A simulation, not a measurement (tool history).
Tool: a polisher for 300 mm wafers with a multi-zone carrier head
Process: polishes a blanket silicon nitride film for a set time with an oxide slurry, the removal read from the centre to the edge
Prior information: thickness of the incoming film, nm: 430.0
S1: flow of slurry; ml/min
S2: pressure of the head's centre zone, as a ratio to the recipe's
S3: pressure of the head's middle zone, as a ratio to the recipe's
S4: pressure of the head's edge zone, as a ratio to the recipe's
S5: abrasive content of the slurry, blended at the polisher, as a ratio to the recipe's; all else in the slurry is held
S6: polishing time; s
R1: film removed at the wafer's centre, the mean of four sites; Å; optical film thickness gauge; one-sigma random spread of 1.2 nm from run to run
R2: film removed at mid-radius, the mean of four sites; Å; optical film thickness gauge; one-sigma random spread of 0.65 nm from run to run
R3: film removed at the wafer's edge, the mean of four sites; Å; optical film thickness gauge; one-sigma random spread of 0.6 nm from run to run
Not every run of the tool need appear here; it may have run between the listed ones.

{"run": 1, "hour": 0.0, "S1": 235, "S2": 1.0, "S3": 1.0, "S4": 1.0, "S5": 1.0, "S6": 80, "R1": 631.7, "R2": 632.29, "R3": 629.41}
{"run": 2, "hour": 1.5, "S1": 245, "S2": 1.03, "S3": 0.99, "S4": 1.01, "S5": 1.1, "S6": 81, "R1": 685.27, "R2": 661.67, "R3": 652.05}
{"run": 3, "hour": 4.3, "S1": 245, "S2": 1.0, "S3": 0.99, "S4": 1.01, "S5": 1.1, "S6": 81, "R1": 668.31, "R2": 665.79, "R3": 648.81}
{"run": 4, "hour": 7.7, "S1": 245, "S2": 0.93, "S3": 0.99, "S4": 1.01, "S5": 1.1, "S6": 81, "R1": 608.53, "R2": 661.18, "R3": 651.75}
{"run": 5, "hour": 15.4, "S1": 220, "S2": 0.93, "S3": 0.99, "S4": 1.01, "S5": 1.1, "S6": 81, "R1": 610.48, "R2": 655.45, "R3": 643.14}
{"run": 6, "hour": 21.1, "S1": 180, "S2": 0.93, "S3": 0.99, "S4": 1.01, "S5": 1.1, "S6": 81, "R1": 600.23, "R2": 635.71, "R3": 642.75}

Run 7 has not been measured yet. What should we expect?
{"run": 7, "hour": 28.1, "S1": 175, "S2": 0.97, "S3": 0.99, "S4": 1.03, "S5": 1.15, "S6": 84, "R1": "?", "R2": "?", "R3": "?"}

Run 7 gave R1 658.00 Å, R2 660.54 Å, R3 677.43 Å.

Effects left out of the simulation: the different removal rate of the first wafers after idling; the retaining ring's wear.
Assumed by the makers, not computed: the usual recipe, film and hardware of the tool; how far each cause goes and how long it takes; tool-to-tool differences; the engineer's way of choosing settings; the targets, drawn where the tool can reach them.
